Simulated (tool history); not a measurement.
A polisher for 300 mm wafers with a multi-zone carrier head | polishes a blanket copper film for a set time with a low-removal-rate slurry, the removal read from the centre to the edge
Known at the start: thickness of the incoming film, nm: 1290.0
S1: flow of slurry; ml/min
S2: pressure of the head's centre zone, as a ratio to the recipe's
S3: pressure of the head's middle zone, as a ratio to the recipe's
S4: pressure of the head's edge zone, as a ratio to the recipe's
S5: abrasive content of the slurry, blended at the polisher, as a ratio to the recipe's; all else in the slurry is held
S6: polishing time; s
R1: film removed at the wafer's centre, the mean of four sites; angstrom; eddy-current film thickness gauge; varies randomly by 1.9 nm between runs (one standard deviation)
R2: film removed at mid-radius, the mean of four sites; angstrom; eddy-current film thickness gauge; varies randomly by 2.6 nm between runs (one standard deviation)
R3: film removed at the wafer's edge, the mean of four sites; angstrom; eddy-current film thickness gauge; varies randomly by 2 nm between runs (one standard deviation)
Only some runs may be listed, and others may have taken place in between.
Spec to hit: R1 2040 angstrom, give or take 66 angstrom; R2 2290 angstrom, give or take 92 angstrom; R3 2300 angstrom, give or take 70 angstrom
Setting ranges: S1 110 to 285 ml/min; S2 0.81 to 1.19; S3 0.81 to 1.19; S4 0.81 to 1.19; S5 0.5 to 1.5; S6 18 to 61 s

run  hour   S1    S2    S3    S4    S5  S6      R1      R2      R3
  1     0  180     1     1     1     1  39  1580.7  1600.1  1681.9
  2   4.5  185     1  1.02  1.03   1.1  40  1655.5  1664.2  1759.4
  3  12.4  190  0.99  1.04  1.04  1.15  42  1735.4  1828.7  1882.2
  4    17  195  0.99  1.05  1.06   1.2  43  1837.5  1934.2  1990.5
  5  20.6  195  0.99  1.05  1.06   1.2  48  1986.5  2136.9  2182.7
  6  21.7  195  0.99  1.05  0.99   1.2  48  2012.1  2131.7  2161.3
  7  28.6  200  0.98  1.05     1   1.2  48  1998.1  2137.9  2149.7
  8  31.7  205  0.98  1.06  1.02   1.2  48  2014.2  2192.3    2144
  9  39.5  200  0.98  1.06  1.03  1.25  48    2016  2146.1  2216.4
 10  43.9  205  0.98  1.07  1.04  1.25  48  2008.6  2184.6  2169.5
 11  47.6  205  0.98  1.07  1.05   1.3  48  1990.2  2196.2  2223.7

Below are 4 possible settings for the next run. Only one of them brings all results inside the allowed miss of their targets. Which is it?
  A  51.3  110  0.93  0.98  1.17   1.3  54   ?   ?   ?
  B  51.3  210  0.92  0.99     1   1.4  46   ?   ?   ?
  C  51.3  185  0.96  1.08  1.07   1.4  49   ?   ?   ?
  D  51.3  285  0.97  1.19  1.03  1.05  48   ?   ?   ?

move      R1      R2      R3
   A  1822.6  2018.4  2385.9
   B  1830.4  2027.4  2117.8
   C  1991.4  2278.5  2290.1
   D    1996  2438.1  2179.9
A: moves the result that the last run missed by most past its target, out the other side
B: lands further from the targets than the last run did
C: every result within its allowed miss
D: lands further from the targets than the last run did
The move that meets every target is C.
